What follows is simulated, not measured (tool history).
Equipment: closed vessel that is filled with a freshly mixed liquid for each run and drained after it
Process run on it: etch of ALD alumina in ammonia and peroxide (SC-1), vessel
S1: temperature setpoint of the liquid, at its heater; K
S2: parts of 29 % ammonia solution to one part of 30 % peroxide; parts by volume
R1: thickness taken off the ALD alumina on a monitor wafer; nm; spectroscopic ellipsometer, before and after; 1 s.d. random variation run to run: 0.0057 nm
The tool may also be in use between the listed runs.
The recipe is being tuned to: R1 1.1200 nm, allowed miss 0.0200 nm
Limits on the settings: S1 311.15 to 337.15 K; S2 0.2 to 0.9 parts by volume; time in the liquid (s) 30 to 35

Run 1, day 0.000: S1 321.15 K, S2 0.5 parts by volume, time in the liquid (s) 35. Result: R1 1.5662 nm.
Run 2, day 0.225: S1 320.15 K, S2 0.5 parts by volume, time in the liquid (s) 35. Result: R1 1.4831 nm.
Run 3, day 0.354: S1 320.15 K, S2 0.5 parts by volume, time in the liquid (s) 30. Result: R1 1.2700 nm.
Run 4, day 0.562: S1 324.65 K, S2 0.5 parts by volume, time in the liquid (s) 30. Result: R1 1.6209 nm.
Run 5, day 0.867: S1 331.15 K, S2 0.5 parts by volume, time in the liquid (s) 30. Result: R1 2.3087 nm.
Run 6, day 1.096: S1 331.15 K, S2 0.5 parts by volume, time in the liquid (s) 30. Result: R1 2.3039 nm.
Run 7, day 1.471: S1 323.15 K, S2 0.5 parts by volume, time in the liquid (s) 30. Result: R1 1.4940 nm.
Run 8, day 1.525: S1 322.15 K, S2 0.5 parts by volume, time in the liquid (s) 30. Result: R1 1.4317 nm.
Run 9, day 1.662: S1 316.65 K, S2 0.5 parts by volume, time in the liquid (s) 30. Result: R1 1.0465 nm.
Run 10, day 1.954: S1 317.15 K, S2 0.5 parts by volume, time in the liquid (s) 30. Result: R1 1.0787 nm.

Pick the move, out of 4, that brings all results within their allowed miss; only one does.
Run A, day 2.246: S1 316.15 K, S2 0.4 parts by volume, time in the liquid (s) 35. Result: R1 ?.
Run B, day 2.246: S1 319.15 K, S2 0.4 parts by volume, time in the liquid (s) 30. Result: R1 ?.
Run C, day 2.246: S1 318.65 K, S2 0.5 parts by volume, time in the liquid (s) 30. Result: R1 ?.
Run D, day 2.246: S1 315.65 K, S2 0.4 parts by volume, time in the liquid (s) 35. Result: R1 ?.

move      R1
   A  1.1571
   B  1.1774
   C  1.1692
   D  1.1241
A: pushes the last run's worst result past its target
B: pushes the last run's worst result past its target
C: pushes the last run's worst result past its target
D: all results land within tolerance of their targets
D is the move that brings every result within its allowed miss.
